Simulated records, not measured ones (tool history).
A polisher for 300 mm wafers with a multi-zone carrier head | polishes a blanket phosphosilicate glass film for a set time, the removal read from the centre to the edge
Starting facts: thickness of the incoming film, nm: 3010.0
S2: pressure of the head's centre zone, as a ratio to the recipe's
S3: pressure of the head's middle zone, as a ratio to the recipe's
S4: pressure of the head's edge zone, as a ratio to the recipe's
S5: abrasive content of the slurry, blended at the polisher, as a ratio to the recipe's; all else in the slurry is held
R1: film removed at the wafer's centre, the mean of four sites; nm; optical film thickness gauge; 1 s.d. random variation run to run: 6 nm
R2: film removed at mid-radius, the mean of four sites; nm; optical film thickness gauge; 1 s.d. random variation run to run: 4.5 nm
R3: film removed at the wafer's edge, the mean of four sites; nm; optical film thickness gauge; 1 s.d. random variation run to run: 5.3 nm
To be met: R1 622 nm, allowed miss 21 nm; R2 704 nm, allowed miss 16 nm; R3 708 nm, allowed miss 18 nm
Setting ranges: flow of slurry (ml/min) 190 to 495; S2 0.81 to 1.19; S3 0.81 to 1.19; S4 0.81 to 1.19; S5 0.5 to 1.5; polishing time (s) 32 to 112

Run 1, hour 0: flow of slurry (ml/min) 320, S2 1, S3 1, S4 1, S5 1, polishing time (s) 72. Result: R1 655.89 nm, R2 670.23 nm, R3 669.57 nm.
Run 2, hour 2.4: flow of slurry (ml/min) 325, S2 0.99, S3 1, S4 1.01, S5 1, polishing time (s) 72. Result: R1 643.36 nm, R2 664.3 nm, R3 665.13 nm.
Run 3, hour 5.1: flow of slurry (ml/min) 325, S2 0.99, S3 1.01, S4 1.02, S5 1, polishing time (s) 72. Result: R1 654.29 nm, R2 667.8 nm, R3 668.45 nm.
Run 4, hour 12.5: flow of slurry (ml/min) 325, S2 0.96, S3 1.01, S4 1.02, S5 1, polishing time (s) 72. Result: R1 630.12 nm, R2 666.34 nm, R3 672.36 nm.
Run 5, hour 20.8: flow of slurry (ml/min) 325, S2 0.95, S3 1.02, S4 1.03, S5 1, polishing time (s) 72. Result: R1 622.26 nm, R2 669.84 nm, R3 672.32 nm.
At hour 26.4: worn pad replaced by a new one.
Run 6, hour 26.4: flow of slurry (ml/min) 260, S2 0.95, S3 1.02, S4 1.03, S5 1, polishing time (s) 72. Result: R1 672.09 nm, R2 713.29 nm, R3 715.73 nm.
Run 7, hour 33: flow of slurry (ml/min) 260, S2 0.95, S3 1.02, S4 1.03, S5 1, polishing time (s) 72. Result: R1 674.37 nm, R2 722.1 nm, R3 718.02 nm.
Run 8, hour 33.6: flow of slurry (ml/min) 265, S2 0.94, S3 1.02, S4 1.03, S5 1, polishing time (s) 72. Result: R1 654.16 nm, R2 720.52 nm, R3 723.83 nm.
Run 9, hour 42.2: flow of slurry (ml/min) 270, S2 0.94, S3 1.02, S4 1.03, S5 1, polishing time (s) 72. Result: R1 665.85 nm, R2 721.93 nm, R3 728.48 nm.
Run 10, hour 45.1: flow of slurry (ml/min) 275, S2 0.94, S3 1.02, S4 1.03, S5 1, polishing time (s) 72. Result: R1 664.06 nm, R2 720.39 nm, R3 720.84 nm.
Run 11, hour 49.6: flow of slurry (ml/min) 280, S2 0.93, S3 1.02, S4 1.03, S5 1, polishing time (s) 72. Result: R1 652.7 nm, R2 724.75 nm, R3 718.29 nm.
Run 12, hour 51: flow of slurry (ml/min) 285, S2 0.93, S3 1.02, S4 1.03, S5 1, polishing time (s) 72. Result: R1 653.67 nm, R2 721.75 nm, R3 732.65 nm.
Run 13, hour 55.4: flow of slurry (ml/min) 290, S2 0.93, S3 1.02, S4 1.03, S5 1, polishing time (s) 72. Result: R1 657.57 nm, R2 732.43 nm, R3 732.73 nm.
Run 14, hour 62.3: flow of slurry (ml/min) 300, S2 0.93, S3 1.02, S4 1.03, S5 1, polishing time (s) 72. Result: R1 664.17 nm, R2 724.18 nm, R3 721.87 nm.
Run 15, hour 68.9: flow of slurry (ml/min) 295, S2 0.92, S3 1.02, S4 1.03, S5 1, polishing time (s) 72. Result: R1 643.3 nm, R2 728.87 nm, R3 724.23 nm.
Run 16, hour 71.5: flow of slurry (ml/min) 300, S2 0.92, S3 1.02, S4 1.03, S5 1, polishing time (s) 72. Result: R1 640.85 nm, R2 724.73 nm, R3 730.49 nm.

Pick the move, out of 4, that brings all results within their allowed miss; only one does.
Run A, hour 74.1: flow of slurry (ml/min) 295, S2 0.85, S3 1.09, S4 1.02, S5 0.95, polishing time (s) 76. Result: R1 ?, R2 ?, R3 ?.
Run B, hour 74.1: flow of slurry (ml/min) 255, S2 0.84, S3 1.08, S4 1.02, S5 0.55, polishing time (s) 99. Result: R1 ?, R2 ?, R3 ?.
Run C, hour 74.1: flow of slurry (ml/min) 285, S2 0.91, S3 1.02, S4 1.05, S5 0.75, polishing time (s) 80. Result: R1 ?, R2 ?, R3 ?.
Run D, hour 74.1: flow of slurry (ml/min) 290, S2 0.98, S3 0.97, S4 1.05, S5 0.95, polishing time (s) 73. Result: R1 ?, R2 ?, R3 ?.

move      R1      R2      R3
   A  626.12  780.85  752.04
   B  607.02  762.73  740.84
   C  630.22  704.59  718.12
   D  692.82  697.29  732.83
A: its largest miss is bigger than the last run's
B: its largest miss is bigger than the last run's
C: all results land within tolerance of their targets
D: brings the result that was furthest off to its target, and leaves another outside
So the answer is move C, the one that meets all the targets.

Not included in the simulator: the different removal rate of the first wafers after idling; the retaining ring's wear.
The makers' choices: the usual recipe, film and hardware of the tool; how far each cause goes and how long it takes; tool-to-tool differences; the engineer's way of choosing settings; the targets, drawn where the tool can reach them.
